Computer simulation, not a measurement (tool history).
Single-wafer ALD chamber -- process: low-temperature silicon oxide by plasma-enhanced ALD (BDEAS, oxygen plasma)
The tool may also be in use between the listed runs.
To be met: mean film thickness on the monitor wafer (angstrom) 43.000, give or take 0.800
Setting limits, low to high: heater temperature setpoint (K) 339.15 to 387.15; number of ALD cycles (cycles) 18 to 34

run,hour,heater temperature setpoint (K),number of ALD cycles (cycles),mean film thickness on the monitor wafer (angstrom)
1,0.0,363.15,26,38.071
2,3.2,360.15,26,38.290
3,4.4,351.15,26,39.435
4,8.1,350.15,26,39.784
5,11.5,339.15,26,41.407
6,13.7,339.15,24,38.221
7,19.0,339.15,25,39.739
8,24.8,339.15,26,41.687

Pick the move, out of 4, that brings all results within their allowed miss; only one does.
A,30.6,339.15,28,?
B,30.6,340.15,27,?
C,30.6,344.15,26,?
D,30.6,340.15,26,?

move,mean film thickness on the monitor wafer (angstrom)
A,44.580
B,42.836
C,40.664
D,41.249
A: the result that was furthest off in the last run now lies on the other side of its target
B: in spec on every target
C: lands further from the targets than the last run did
D: lands further from the targets than the last run did
Move B is the one to make.

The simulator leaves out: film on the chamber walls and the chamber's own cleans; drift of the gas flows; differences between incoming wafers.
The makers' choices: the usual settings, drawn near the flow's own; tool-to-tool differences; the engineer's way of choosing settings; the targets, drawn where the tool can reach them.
